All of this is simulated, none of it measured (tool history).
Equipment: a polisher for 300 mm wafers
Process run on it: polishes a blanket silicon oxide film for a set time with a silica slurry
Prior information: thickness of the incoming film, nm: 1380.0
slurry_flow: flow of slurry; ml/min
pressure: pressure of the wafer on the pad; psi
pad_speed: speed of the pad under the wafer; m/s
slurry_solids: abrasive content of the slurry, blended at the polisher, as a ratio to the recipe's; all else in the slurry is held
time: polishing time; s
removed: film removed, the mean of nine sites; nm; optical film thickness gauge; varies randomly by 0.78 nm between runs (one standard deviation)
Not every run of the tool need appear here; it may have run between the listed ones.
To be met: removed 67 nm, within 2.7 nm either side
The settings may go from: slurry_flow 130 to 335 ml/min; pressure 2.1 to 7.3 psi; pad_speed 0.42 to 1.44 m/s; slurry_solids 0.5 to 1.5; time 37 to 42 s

Run 1, hour 0: slurry_flow 215 ml/min, pressure 4.7 psi, pad_speed 0.92 m/s, slurry_solids 1, time 42 s. Result: removed 105.78 nm.
Run 2, hour 1.7: slurry_flow 215 ml/min, pressure 4.2 psi, pad_speed 0.92 m/s, slurry_solids 1, time 42 s. Result: removed 92.751 nm.
Run 3, hour 7.7: slurry_flow 215 ml/min, pressure 4.2 psi, pad_speed 0.92 m/s, slurry_solids 1, time 42 s. Result: removed 92.475 nm.
Run 4, hour 10: slurry_flow 215 ml/min, pressure 4.9 psi, pad_speed 0.92 m/s, slurry_solids 1, time 42 s. Result: removed 107.07 nm.
Run 5, hour 18.8: slurry_flow 215 ml/min, pressure 4.4 psi, pad_speed 0.92 m/s, slurry_solids 1, time 42 s. Result: removed 97.943 nm.
Run 6, hour 22.5: slurry_flow 215 ml/min, pressure 4.4 psi, pad_speed 0.92 m/s, slurry_solids 0.85, time 42 s. Result: removed 91.269 nm.
Run 7, hour 28.2: slurry_flow 215 ml/min, pressure 4.1 psi, pad_speed 0.92 m/s, slurry_solids 0.85, time 42 s. Result: removed 85.85 nm.
Run 8, hour 30.3: slurry_flow 215 ml/min, pressure 3.9 psi, pad_speed 0.92 m/s, slurry_solids 0.85, time 42 s. Result: removed 79.618 nm.
Run 9, hour 34.8: slurry_flow 215 ml/min, pressure 3.8 psi, pad_speed 0.92 m/s, slurry_solids 0.85, time 42 s. Result: removed 78.76 nm.
Run 10, hour 35.4: slurry_flow 215 ml/min, pressure 3.7 psi, pad_speed 0.92 m/s, slurry_solids 0.85, time 42 s. Result: removed 76.576 nm.
Run 11, hour 43.3: slurry_flow 215 ml/min, pressure 3 psi, pad_speed 0.92 m/s, slurry_solids 0.85, time 42 s. Result: removed 63.507 nm.

Which one of the following 4 next-run settings gets every result inside its allowed miss? There is exactly one.
Run A, hour 51.2: slurry_flow 270 ml/min, pressure 3.2 psi, pad_speed 1.08 m/s, slurry_solids 0.65, time 41 s. Result: removed ?.
Run B, hour 51.2: slurry_flow 260 ml/min, pressure 2.4 psi, pad_speed 1.1 m/s, slurry_solids 1.05, time 39 s. Result: removed ?.
Run C, hour 51.2: slurry_flow 190 ml/min, pressure 3.3 psi, pad_speed 0.96 m/s, slurry_solids 0.85, time 37 s. Result: removed ?.
Run D, hour 51.2: slurry_flow 140 ml/min, pressure 3.7 psi, pad_speed 0.86 m/s, slurry_solids 0.85, time 37 s. Result: removed ?.

move  removed
   A   66.838
   B       62
   C   62.005
   D    59.86
A: all results in spec
B: lands further from the targets than the last run did
C: lands further from the targets than the last run did
D: lands further from the targets than the last run did
Correct choice: A, which meets every target
